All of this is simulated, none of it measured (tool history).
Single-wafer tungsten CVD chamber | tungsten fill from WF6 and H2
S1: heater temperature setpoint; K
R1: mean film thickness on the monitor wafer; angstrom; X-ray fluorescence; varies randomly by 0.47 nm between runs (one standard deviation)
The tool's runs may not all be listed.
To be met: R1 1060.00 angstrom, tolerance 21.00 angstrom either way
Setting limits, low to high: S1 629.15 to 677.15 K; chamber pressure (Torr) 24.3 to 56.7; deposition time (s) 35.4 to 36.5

{"run": 1, "day": 0.0, "S1": 653.15, "chamber pressure (Torr)": 40.5, "deposition time (s)": 35.4, "R1": 822.43}
{"run": 2, "day": 0.296, "S1": 653.15, "chamber pressure (Torr)": 40.5, "deposition time (s)": 36.5, "R1": 849.45}
{"run": 3, "day": 0.583, "S1": 644.15, "chamber pressure (Torr)": 40.5, "deposition time (s)": 36.5, "R1": 714.52}
{"run": 4, "day": 0.946, "S1": 644.15, "chamber pressure (Torr)": 44.5, "deposition time (s)": 36.5, "R1": 754.7}
{"run": 5, "day": 1.258, "S1": 638.15, "chamber pressure (Torr)": 44.5, "deposition time (s)": 36.5, "R1": 667.76}
{"run": 6, "day": 1.333, "S1": 642.15, "chamber pressure (Torr)": 44.6, "deposition time (s)": 36.5, "R1": 721.24}
{"run": 7, "day": 1.646, "S1": 645.15, "chamber pressure (Torr)": 44.7, "deposition time (s)": 36.5, "R1": 767.63}
{"run": 8, "day": 1.762, "S1": 648.15, "chamber pressure (Torr)": 44.8, "deposition time (s)": 36.5, "R1": 811.38}
{"run": 9, "day": 1.892, "S1": 660.15, "chamber pressure (Torr)": 45.4, "deposition time (s)": 36.5, "R1": 1012.3}
{"run": 10, "day": 2.238, "S1": 660.15, "chamber pressure (Torr)": 45.4, "deposition time (s)": 36.5, "R1": 1005.1}

Which of these 4 next moves meets every target?
{"run": "A", "day": 2.583, "S1": 663.15, "chamber pressure (Torr)": 45.1, "deposition time (s)": 36.2, "R1": "?"}
{"run": "B", "day": 2.583, "S1": 661.15, "chamber pressure (Torr)": 43.7, "deposition time (s)": 35.4, "R1": "?"}
{"run": "C", "day": 2.583, "S1": 659.15, "chamber pressure (Torr)": 40.8, "deposition time (s)": 35.4, "R1": "?"}
{"run": "D", "day": 2.583, "S1": 662.15, "chamber pressure (Torr)": 44.0, "deposition time (s)": 36.2, "R1": "?"}

move=A R1=1048.30
move=B R1=975.47
move=C R1=911.38
move=D R1=1018.30
A: every result lands within tolerance
B: misses by more than the last run did
C: misses by more than the last run did
D: better than the last run, though not everything is in spec
Move A is the one to make.
